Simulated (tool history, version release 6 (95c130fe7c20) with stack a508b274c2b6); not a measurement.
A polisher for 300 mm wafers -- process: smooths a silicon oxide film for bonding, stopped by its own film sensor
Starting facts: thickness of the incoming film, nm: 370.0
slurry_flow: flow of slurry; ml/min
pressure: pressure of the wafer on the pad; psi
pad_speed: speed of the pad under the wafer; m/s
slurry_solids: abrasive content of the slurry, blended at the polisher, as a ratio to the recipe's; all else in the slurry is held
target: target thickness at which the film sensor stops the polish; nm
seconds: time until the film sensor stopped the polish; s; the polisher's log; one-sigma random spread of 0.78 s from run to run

{"run": 1, "hour": 0.0, "slurry_flow": 125, "pressure": 2.6, "pad_speed": 0.96, "slurry_solids": 1, "target": 270, "seconds": 108.69}
{"run": 2, "hour": 2.6, "slurry_flow": 125, "pressure": 2.4, "pad_speed": 0.96, "slurry_solids": 1, "target": 270, "seconds": 117.69}
{"run": 3, "hour": 4.0, "slurry_flow": 125, "pressure": 2.4, "pad_speed": 0.8, "slurry_solids": 1, "target": 270, "seconds": 127.93}
{"run": 4, "hour": 5.0, "slurry_flow": 125, "pressure": 2.4, "pad_speed": 0.8, "slurry_solids": 0.85, "target": 270, "seconds": 137.59}
{"run": 5, "hour": 11.3, "slurry_flow": 130, "pressure": 2.7, "pad_speed": 0.8, "slurry_solids": 0.85, "target": 270, "seconds": 120.68}
{"run": 6, "hour": 17.8, "slurry_flow": 130, "pressure": 2.7, "pad_speed": 0.8, "slurry_solids": 0.7, "target": 270, "seconds": 128.41}
{"run": 7, "hour": 22.9, "slurry_flow": 135, "pressure": 3, "pad_speed": 0.8, "slurry_solids": 0.7, "target": 270, "seconds": 116.4}
{"run": 8, "hour": 24.0, "slurry_flow": 140, "pressure": 3.3, "pad_speed": 0.8, "slurry_solids": 0.7, "target": 270, "seconds": 109.11}

Run 9 has not been measured yet. What should we expect?
{"run": 9, "hour": 28.8, "slurry_flow": 140, "pressure": 3.5, "pad_speed": 0.84, "slurry_solids": 0.7, "target": 270, "seconds": "?"}

{"run 9": {"seconds": 101.08}}
